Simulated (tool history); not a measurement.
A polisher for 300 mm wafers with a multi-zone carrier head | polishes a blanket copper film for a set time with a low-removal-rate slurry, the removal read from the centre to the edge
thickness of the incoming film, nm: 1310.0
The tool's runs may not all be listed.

run	hour	flow of slurry (ml/min)	pressure of the head's centre zone	pressure of the head's middle zone	pressure of the head's edge zone	abrasive content of the slurry	polishing time (s)	film removed at the wafer's centre (nm)	film removed at mid-radius (nm)	film removed at the wafer's edge (nm)
1	0	210	1	1	1	1	83	292.07	288.32	288.67
2	6.3	220	1.02	1.01	1.03	1.1	86	319.6	312.32	312.98
3	8.7	220	1.02	1.01	1.03	1.25	86	318.11	319.06	320.04
4	9.3	230	1.05	1.01	1.05	1.3	89	350.2	333.9	341.03
5	10.1	240	1.07	1.02	1.07	1.35	91	369.07	348.49	359
6	18.6	240	1.07	1.06	1.07	1.35	91	365.77	362.07	356.6
# hour 25.5: worn pad replaced by a new one
7	25.5	250	1.09	1.06	1.08	1.35	93	413.34	391.86	390.83

Forecast run 8:
8	29.5	260	1.1	1.06	1.09	1.35	93	?	?	?

film removed at the wafer's centre (nm): 420.88
film removed at mid-radius (nm): 402.35
film removed at the wafer's edge (nm): 395.54
